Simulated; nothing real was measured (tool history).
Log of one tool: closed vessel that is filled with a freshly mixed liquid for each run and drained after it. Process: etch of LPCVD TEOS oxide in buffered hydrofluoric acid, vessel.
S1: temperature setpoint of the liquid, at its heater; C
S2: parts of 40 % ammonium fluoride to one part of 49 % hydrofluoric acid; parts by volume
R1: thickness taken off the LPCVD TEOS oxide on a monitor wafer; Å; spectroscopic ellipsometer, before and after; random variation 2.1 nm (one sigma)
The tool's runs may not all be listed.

Run 1, hour 0: S1 24 C, S2 16.5 parts by volume, time in the liquid (s) 100. Result: R1 2096.6 Å.
Run 2, hour 2.2: S1 26 C, S2 16 parts by volume, time in the liquid (s) 100. Result: R1 2411.8 Å.
Run 3, hour 10.3: S1 27.5 C, S2 15.5 parts by volume, time in the liquid (s) 100. Result: R1 2659.8 Å.
Run 4, hour 18.3: S1 28.5 C, S2 15 parts by volume, time in the liquid (s) 100. Result: R1 2914.2 Å.
Run 5, hour 22.2: S1 29.5 C, S2 14.5 parts by volume, time in the liquid (s) 100. Result: R1 3190.9 Å.
Run 6, hour 24.8: S1 30 C, S2 14.5 parts by volume, time in the liquid (s) 100. Result: R1 3299 Å.

The next listed run, before its measurement:
Run 7, hour 32.2: S1 30.5 C, S2 14.5 parts by volume, time in the liquid (s) 100. Result: R1 ?.

Run 7 gave R1 3371.1 Å.
